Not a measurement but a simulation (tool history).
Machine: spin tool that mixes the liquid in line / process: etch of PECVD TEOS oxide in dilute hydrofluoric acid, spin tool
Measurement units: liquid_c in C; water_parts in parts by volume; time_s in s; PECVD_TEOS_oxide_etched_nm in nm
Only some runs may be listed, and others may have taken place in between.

run,day,liquid_c,water_parts,time_s,PECVD_TEOS_oxide_etched_nm
1,0,25,270,315,10.084
2,0.083,27,270,315,10.826
3,0.279,27,270,315,10.779
4,0.433,29,270,315,11.661
5,0.783,30,270,315,11.807
6,1.042,31,270,315,12.27
7,1.129,31.5,270,315,12.466

Estimate the outcome of run 8 from the log above:
8,1.454,32,270,315,?

Logged for run 8: PECVD_TEOS_oxide_etched_nm 12.818 nm.
